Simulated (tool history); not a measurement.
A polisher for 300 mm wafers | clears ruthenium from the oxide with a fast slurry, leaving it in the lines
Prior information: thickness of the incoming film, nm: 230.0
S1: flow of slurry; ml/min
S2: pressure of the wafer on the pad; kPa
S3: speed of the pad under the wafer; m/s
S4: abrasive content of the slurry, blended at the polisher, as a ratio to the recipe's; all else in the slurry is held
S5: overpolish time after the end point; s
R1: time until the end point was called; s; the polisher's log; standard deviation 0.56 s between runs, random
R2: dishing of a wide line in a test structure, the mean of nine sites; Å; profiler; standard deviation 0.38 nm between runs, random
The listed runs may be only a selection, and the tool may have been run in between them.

run	day	S1	S2	S3	S4	S5	R1	R2
1	0.000	305	23.4	1.14	1.00	10	43.923	480.91
2	0.138	305	23.4	1.14	1.00	6	43.679	309.42
3	0.312	305	23.4	1.42	1.00	6	38.798	341.74
4	0.542	305	21.4	1.42	1.00	6	41.583	304.07
5	0.775	245	21.4	1.42	1.00	6	42.607	296.99
6	1.067	245	18.6	1.42	1.00	6	48.870	270.80
7	1.233	225	20.0	1.54	0.85	5	46.142	238.25
8	1.304	210	21.4	1.62	0.75	4	42.725	199.25

Run 9, settings as shown, results not yet in. Your forecast:
9	1.562	210	22.8	1.64	0.70	4	?	?

R1: 41.052 s
R2: 215.68 Å
